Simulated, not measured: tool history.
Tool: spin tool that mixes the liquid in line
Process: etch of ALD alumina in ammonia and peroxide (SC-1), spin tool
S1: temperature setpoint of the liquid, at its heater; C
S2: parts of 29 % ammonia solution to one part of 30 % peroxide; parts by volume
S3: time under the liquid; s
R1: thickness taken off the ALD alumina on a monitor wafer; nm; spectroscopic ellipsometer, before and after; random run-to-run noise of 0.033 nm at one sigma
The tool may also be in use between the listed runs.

run	day	S1	S2	S3	R1
1	0.000	47.0	0.6	265	14.514
2	0.183	46.5	0.6	265	14.228
3	0.392	46.5	0.8	265	14.499
4	0.467	46.0	0.8	265	14.131
5	0.788	46.0	0.8	265	14.112
6	0.962	46.0	0.8	290	15.426

Run 7, settings as shown, results not yet in. Your forecast:
7	1.004	45.5	0.8	290	?

R1: 15.022 nm
